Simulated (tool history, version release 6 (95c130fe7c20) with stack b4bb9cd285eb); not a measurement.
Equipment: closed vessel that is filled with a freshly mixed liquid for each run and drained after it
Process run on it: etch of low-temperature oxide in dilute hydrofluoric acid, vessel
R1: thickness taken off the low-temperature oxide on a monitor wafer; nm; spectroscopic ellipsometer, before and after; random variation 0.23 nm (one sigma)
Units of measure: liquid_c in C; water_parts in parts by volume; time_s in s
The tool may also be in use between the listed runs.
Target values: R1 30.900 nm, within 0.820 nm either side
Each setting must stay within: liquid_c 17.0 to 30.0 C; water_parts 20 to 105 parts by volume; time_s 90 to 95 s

{"run": 1, "day": 0.0, "liquid_c": 22.0, "water_parts": 55, "time_s": 90, "R1": 45.651}
{"run": 2, "day": 0.158, "liquid_c": 21.0, "water_parts": 55, "time_s": 90, "R1": 43.17}
{"run": 3, "day": 0.333, "liquid_c": 19.5, "water_parts": 55, "time_s": 90, "R1": 40.282}
{"run": 4, "day": 0.554, "liquid_c": 19.5, "water_parts": 35, "time_s": 90, "R1": 65.187}
{"run": 5, "day": 0.792, "liquid_c": 19.5, "water_parts": 35, "time_s": 95, "R1": 68.882}
{"run": 6, "day": 0.946, "liquid_c": 19.0, "water_parts": 40, "time_s": 95, "R1": 58.093}
{"day": 1.179, "done": "thermometer replaced"}
{"run": 7, "day": 1.179, "liquid_c": 18.5, "water_parts": 45, "time_s": 95, "R1": 48.323}
{"run": 8, "day": 1.446, "liquid_c": 18.0, "water_parts": 50, "time_s": 95, "R1": 42.403}
{"run": 9, "day": 1.742, "liquid_c": 17.5, "water_parts": 55, "time_s": 95, "R1": 36.953}
{"run": 10, "day": 1.812, "liquid_c": 17.0, "water_parts": 60, "time_s": 95, "R1": 32.612}

Next run, 5 choices. One meets every target within its allowed miss, the rest don't. Which?
{"run": "A", "day": 1.883, "liquid_c": 17.0, "water_parts": 55, "time_s": 95, "R1": "?"}
{"run": "B", "day": 1.883, "liquid_c": 18.0, "water_parts": 60, "time_s": 95, "R1": "?"}
{"run": "C", "day": 1.883, "liquid_c": 19.0, "water_parts": 70, "time_s": 90, "R1": "?"}
{"run": "D", "day": 1.883, "liquid_c": 19.0, "water_parts": 65, "time_s": 95, "R1": "?"}
{"run": "E", "day": 1.883, "liquid_c": 21.0, "water_parts": 75, "time_s": 95, "R1": "?"}

move=A R1=36.215
move=B R1=34.466
move=C R1=28.874
move=D R1=33.012
move=E R1=30.749
A: its largest miss is bigger than the last run's
B: its largest miss is bigger than the last run's
C: takes the biggest miss from the last run beyond its target
D: its largest miss is bigger than the last run's
E: in spec on every target
So the answer is move E, the one that meets all the targets.
